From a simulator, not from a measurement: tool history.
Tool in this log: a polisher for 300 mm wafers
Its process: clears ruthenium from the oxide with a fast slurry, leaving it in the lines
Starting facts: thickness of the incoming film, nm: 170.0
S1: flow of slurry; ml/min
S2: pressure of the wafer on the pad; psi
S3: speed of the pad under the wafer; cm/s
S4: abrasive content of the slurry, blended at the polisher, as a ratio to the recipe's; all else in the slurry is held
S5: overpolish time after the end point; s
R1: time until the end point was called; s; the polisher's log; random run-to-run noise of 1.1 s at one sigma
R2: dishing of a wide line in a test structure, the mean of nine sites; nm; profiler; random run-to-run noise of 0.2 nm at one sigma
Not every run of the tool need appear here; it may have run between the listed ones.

| run | hour | S1 | S2 | S3 | S4 | S5 | R1 | R2 |
|---|---|---|---|---|---|---|---|---|
| 1 | 0.0 | 305 | 2.8 | 122 | 1.00 | 12 | 37.824 | 43.413 |
| 2 | 7.5 | 305 | 2.8 | 144 | 1.00 | 12 | 32.459 | 50.209 |
| 3 | 13.9 | 305 | 3.2 | 144 | 1.00 | 12 | 27.956 | 54.764 |
| 4 | 15.4 | 305 | 3.2 | 144 | 0.90 | 12 | 29.368 | 52.464 |
| 5 | 23.2 | 305 | 2.9 | 124 | 0.90 | 10 | 38.118 | 39.155 |
| 6 | 27.5 | 305 | 2.6 | 112 | 0.90 | 8 | 45.512 | 26.698 |

Forecast run 7:
| 7 | 34.6 | 300 | 1.8 | 100 | 0.85 | 10 | ? | ? |

R1: 77.187 s
R2: 21.138 nm
